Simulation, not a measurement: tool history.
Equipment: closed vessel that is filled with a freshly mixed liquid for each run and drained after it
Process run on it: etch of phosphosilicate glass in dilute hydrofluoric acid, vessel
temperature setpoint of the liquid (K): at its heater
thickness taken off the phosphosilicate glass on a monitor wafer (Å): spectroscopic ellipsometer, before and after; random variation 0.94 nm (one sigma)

run,hour,temperature setpoint of the liquid (K),parts of water to one part of 49 % hydrofluoric acid (parts by volume),time in the liquid (s),thickness taken off the phosphosilicate glass on a monitor wafer (Å)
1,0.0,297.15,115,30,342.75
2,6.1,297.15,135,30,287.62
3,14.3,297.15,170,30,218.57
4,17.7,297.15,135,30,287.85
5,24.3,297.15,150,30,252.88
6,30.6,299.15,115,30,373.09

Estimate the outcome of run 7 from the log above:
7,32.6,300.65,90,30,?

Run 7 came out at thickness taken off the phosphosilicate glass on a monitor wafer (Å) 518.12.
